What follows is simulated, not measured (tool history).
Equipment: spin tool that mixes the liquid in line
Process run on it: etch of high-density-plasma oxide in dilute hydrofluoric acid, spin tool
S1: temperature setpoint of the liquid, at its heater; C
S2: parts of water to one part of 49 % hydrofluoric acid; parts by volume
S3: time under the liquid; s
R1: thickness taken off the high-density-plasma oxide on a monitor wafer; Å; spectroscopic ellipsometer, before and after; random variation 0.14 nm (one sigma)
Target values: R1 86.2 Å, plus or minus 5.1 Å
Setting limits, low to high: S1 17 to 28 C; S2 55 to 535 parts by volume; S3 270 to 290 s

run 1 hour=0 | S1=20 S2=295 S3=270 | R1=33.371
run 2 hour=8.1 | S1=20.5 S2=275 S3=270 | R1=37.397
run 3 hour=11.1 | S1=21 S2=260 S3=270 | R1=39.798
run 4 hour=15.6 | S1=21.5 S2=240 S3=270 | R1=46.264
run 5 hour=23.3 | S1=21.5 S2=275 S3=270 | R1=38.362
run 6 hour=30.7 | S1=22 S2=260 S3=270 | R1=42.498
run 7 hour=32.2 | S1=22.5 S2=245 S3=270 | R1=45.578
run 8 hour=33 | S1=22.5 S2=245 S3=270 | R1=44.871
run 9 hour=33.9 | S1=22.5 S2=230 S3=270 | R1=50.331
run 10 hour=40.3 | S1=23 S2=220 S3=270 | R1=52.392
run 11 hour=46.7 | S1=23.5 S2=210 S3=270 | R1=57.327
run 12 hour=54.1 | S1=24 S2=205 S3=270 | R1=61.01
run 13 hour=61.6 | S1=24.5 S2=200 S3=270 | R1=64.774
run 14 hour=69.8 | S1=25 S2=195 S3=270 | R1=67.184
run 15 hour=78 | S1=25.5 S2=190 S3=270 | R1=68.389
run 16 hour=80.9 | S1=25.5 S2=185 S3=270 | R1=72.965
run 17 hour=83.3 | S1=25.5 S2=185 S3=270 | R1=71.219

5 next moves are on the table. One of them brings every result within its allowed miss. Which?
run A hour=85.7 | S1=27.5 S2=170 S3=270 | R1=?
run B hour=85.7 | S1=28 S2=250 S3=290 | R1=?
run C hour=85.7 | S1=27.5 S2=250 S3=270 | R1=?
run D hour=85.7 | S1=26.5 S2=210 S3=290 | R1=?
run E hour=85.7 | S1=25 S2=210 S3=270 | R1=?

move=A R1=86.427
move=B R1=58.568
move=C R1=53.603
move=D R1=69.191
move=E R1=61.033
A: every result within its allowed miss
B: misses by more than the last run did
C: misses by more than the last run did
D: misses by more than the last run did
E: misses by more than the last run did
The right move is A.
